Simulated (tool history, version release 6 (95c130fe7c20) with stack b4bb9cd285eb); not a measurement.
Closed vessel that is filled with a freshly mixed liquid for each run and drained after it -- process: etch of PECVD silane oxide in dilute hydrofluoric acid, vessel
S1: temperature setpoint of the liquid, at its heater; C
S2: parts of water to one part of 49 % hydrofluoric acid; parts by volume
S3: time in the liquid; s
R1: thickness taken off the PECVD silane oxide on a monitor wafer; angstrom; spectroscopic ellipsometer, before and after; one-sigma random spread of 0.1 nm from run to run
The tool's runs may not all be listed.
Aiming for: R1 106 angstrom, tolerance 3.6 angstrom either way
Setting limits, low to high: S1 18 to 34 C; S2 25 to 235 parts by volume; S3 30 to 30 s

run 1 hour=0 | S1=26 S2=130 S3=30 | R1=39.088
run 2 hour=3.9 | S1=26 S2=165 S3=30 | R1=29.764
run 3 hour=5.7 | S1=27.5 S2=165 S3=30 | R1=31.972
run 4 hour=9.5 | S1=27.5 S2=165 S3=30 | R1=30.894
run 5 hour=11.4 | S1=29 S2=130 S3=30 | R1=43.695
run 6 hour=18.5 | S1=29 S2=150 S3=30 | R1=37.469
run 7 hour=22.3 | S1=29 S2=150 S3=30 | R1=36.874
run 8 hour=30.4 | S1=30.5 S2=120 S3=30 | R1=50.738
run 9 hour=35 | S1=31.5 S2=100 S3=30 | R1=64.734
run 10 hour=42.7 | S1=32 S2=90 S3=30 | R1=74.798
run 11 hour=44.2 | S1=32.5 S2=80 S3=30 | R1=87.509
run 12 hour=50.6 | S1=33 S2=75 S3=30 | R1=95.249
run 13 hour=52.8 | S1=33.5 S2=75 S3=30 | R1=98.53

Exercise: of the 4 proposed moves below, exactly one satisfies all targets within the stated allowed misses. Which move is it?
run A hour=55 | S1=34 S2=75 S3=30 | R1=?
run B hour=55 | S1=31.5 S2=75 S3=30 | R1=?
run C hour=55 | S1=34 S2=70 S3=30 | R1=?
run D hour=55 | S1=32 S2=70 S3=30 | R1=?

move=A R1=100.34
move=B R1=91.376
move=C R1=108.38
move=D R1=100.55
A: nearer the targets than the last run, but a result is still out of spec
B: further off than the last run
C: in spec on every target
D: nearer the targets than the last run, but a result is still out of spec
So the answer is move C, the one that meets all the targets.
